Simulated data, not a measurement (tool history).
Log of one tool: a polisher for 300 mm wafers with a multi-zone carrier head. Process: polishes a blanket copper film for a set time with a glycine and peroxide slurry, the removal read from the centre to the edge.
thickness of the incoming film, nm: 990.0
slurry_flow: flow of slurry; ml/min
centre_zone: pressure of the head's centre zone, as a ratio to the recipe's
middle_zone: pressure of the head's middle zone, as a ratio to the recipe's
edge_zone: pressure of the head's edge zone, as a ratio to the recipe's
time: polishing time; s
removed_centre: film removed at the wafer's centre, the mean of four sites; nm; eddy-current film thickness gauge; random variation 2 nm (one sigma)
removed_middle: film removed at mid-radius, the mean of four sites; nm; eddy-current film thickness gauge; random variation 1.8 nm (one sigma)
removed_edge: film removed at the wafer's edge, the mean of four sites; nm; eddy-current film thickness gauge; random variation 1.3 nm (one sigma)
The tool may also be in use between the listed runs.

Run 1, hour 0: slurry_flow 250 ml/min, centre_zone 1, middle_zone 1, edge_zone 1, time 47 s. Result: removed_centre 203.11 nm, removed_middle 202.84 nm, removed_edge 213.22 nm.
Run 2, hour 7.5: slurry_flow 250 ml/min, centre_zone 1.07, middle_zone 1, edge_zone 1, time 47 s. Result: removed_centre 217.12 nm, removed_middle 205.91 nm, removed_edge 214.41 nm.
Run 3, hour 12.3: slurry_flow 250 ml/min, centre_zone 1.07, middle_zone 1, edge_zone 0.94, time 47 s. Result: removed_centre 217.62 nm, removed_middle 206.6 nm, removed_edge 208.72 nm.
Run 4, hour 19.7: slurry_flow 250 ml/min, centre_zone 1.07, middle_zone 1, edge_zone 0.94, time 39 s. Result: removed_centre 186.29 nm, removed_middle 169.96 nm, removed_edge 172.58 nm.
Run 5, hour 22.6: slurry_flow 255 ml/min, centre_zone 1.02, middle_zone 1.05, edge_zone 0.97, time 39 s. Result: removed_centre 174.07 nm, removed_middle 175.95 nm, removed_edge 175 nm.
Run 6, hour 29.7: slurry_flow 255 ml/min, centre_zone 1.02, middle_zone 1.05, edge_zone 0.92, time 39 s. Result: removed_centre 172.39 nm, removed_middle 178.47 nm, removed_edge 170.48 nm.
At hour 35.8: edge zone pressure recalibrated.
Run 7, hour 35.8: slurry_flow 265 ml/min, centre_zone 0.99, middle_zone 1.08, edge_zone 0.95, time 39 s. Result: removed_centre 170.12 nm, removed_middle 179.82 nm, removed_edge 168.24 nm.

Forecast run 8:
Run 8, hour 38.7: slurry_flow 265 ml/min, centre_zone 0.99, middle_zone 1.08, edge_zone 0.95, time 39 s. Result: removed_centre ?, removed_middle ?, removed_edge ?.

{"run 8": {"removed_centre": 168.2, "removed_middle": 179.63, "removed_edge": 167.29}}
